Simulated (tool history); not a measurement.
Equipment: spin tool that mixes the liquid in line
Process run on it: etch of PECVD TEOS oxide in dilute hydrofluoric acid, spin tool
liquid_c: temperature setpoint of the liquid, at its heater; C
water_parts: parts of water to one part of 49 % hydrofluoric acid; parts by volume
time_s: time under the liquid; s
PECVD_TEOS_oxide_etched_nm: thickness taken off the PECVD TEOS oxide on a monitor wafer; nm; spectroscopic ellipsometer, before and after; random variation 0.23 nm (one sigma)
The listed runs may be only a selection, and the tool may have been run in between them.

run	hour	liquid_c	water_parts	time_s	PECVD_TEOS_oxide_etched_nm
1	0	24	140	320	19.212
2	5.2	24	140	340	20.162
3	7.2	22	140	340	18.864
4	11.6	24.5	140	340	20.364
5	12.7	24.5	140	340	20.722
6	13.6	24.5	140	320	19.257

What will run 7 give?
7	18.2	27	135	320	?

{"run 7": {"PECVD_TEOS_oxide_etched_nm": 22.083}}
